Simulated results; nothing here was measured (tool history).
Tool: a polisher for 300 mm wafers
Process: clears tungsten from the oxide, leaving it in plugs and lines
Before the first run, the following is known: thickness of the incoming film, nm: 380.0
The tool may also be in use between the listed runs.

run	day	flow of slurry (ml/min)	pressure of the wafer on the pad (psi)	speed of the pad under the wafer (m/s)	abrasive content of the slurry	overpolish time after the end point (s)	time until the end point was called (s)
1	0	150	3	1.4	1	35	70.957
2	0.175	150	3	1.4	0.85	35	73.355
3	0.454	150	3.1	1.4	0.85	35	71.291
4	0.775	150	3.2	1.4	0.85	35	68.922
5	1.042	150	2.8	1.4	0.85	35	76.67
6	1.292	150	2.5	1.4	0.85	35	87.507
7	1.617	150	2.7	1.4	0.85	35	81.481
8	1.825	150	2.8	1.4	0.85	35	76.139
9	2.125	150	2.9	1.4	0.85	35	76.671
10	2.5	150	3	1.4	0.85	35	71.868

Run 11 has not been measured yet. What should we expect?
11	2.604	150	3.1	1.4	0.85	35	?

{"run 11": {"time until the end point was called (s)": 71.483}}

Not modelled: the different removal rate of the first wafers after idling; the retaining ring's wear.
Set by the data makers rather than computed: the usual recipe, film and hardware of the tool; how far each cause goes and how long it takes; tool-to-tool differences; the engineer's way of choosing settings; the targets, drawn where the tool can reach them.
